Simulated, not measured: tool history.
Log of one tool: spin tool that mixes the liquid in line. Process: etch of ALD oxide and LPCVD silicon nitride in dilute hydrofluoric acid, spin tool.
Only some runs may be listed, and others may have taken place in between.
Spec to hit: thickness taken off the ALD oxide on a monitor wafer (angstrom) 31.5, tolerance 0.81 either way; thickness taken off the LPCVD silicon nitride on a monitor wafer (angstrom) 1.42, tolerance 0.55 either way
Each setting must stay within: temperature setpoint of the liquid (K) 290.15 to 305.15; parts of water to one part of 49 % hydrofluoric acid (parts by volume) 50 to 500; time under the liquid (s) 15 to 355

run	hour	temperature setpoint of the liquid (K)	parts of water to one part of 49 % hydrofluoric acid (parts by volume)	time under the liquid (s)	thickness taken off the ALD oxide on a monitor wafer (angstrom)	thickness taken off the LPCVD silicon nitride on a monitor wafer (angstrom)
1	0	297.15	275	180	70.113	3.0691
2	6.9	297.15	315	180	59.658	2.4836
3	10.7	293.65	315	180	52.233	1.7348
4	11.8	290.65	315	180	46.614	1.832
5	17.6	290.65	245	180	63.867	1.6626
# hour 23.3: thermometer replaced
6	23.3	290.65	280	180	58.044	2.4173
7	32.1	290.65	310	180	51.008	1.9072
8	36.4	290.65	335	180	45.665	1.5025
9	42	291.15	360	180	42.75	1.5426
10	43.5	291.15	380	180	39.948	1.5096
11	51.4	291.15	395	180	38.065	1.7151
12	56.5	291.15	405	180	36.979	1.5485
13	59.5	291.15	415	180	35.667	1.3274
14	64.1	291.15	415	180	35.523	1.4516

5 candidate next runs follow, results not yet known. Just one meets every target within its allowed miss. Identify it.
A	68.7	296.65	435	140	?	?
B	68.7	290.15	360	170	?	?
C	68.7	291.15	325	150	?	?
D	68.7	290.15	230	105	?	?
E	68.7	293.65	450	225	?	?

move	thickness taken off the ALD oxide on a monitor wafer (angstrom)	thickness taken off the LPCVD silicon nitride on a monitor wafer (angstrom)
A	31.171	1.4411
B	38.87	1.4075
C	40.561	1.4595
D	41.913	1.3306
E	43.31	1.8733
A: every result lands within tolerance
B: misses by more than the last run did
C: misses by more than the last run did
D: misses by more than the last run did
E: misses by more than the last run did
Move A is the one to make.
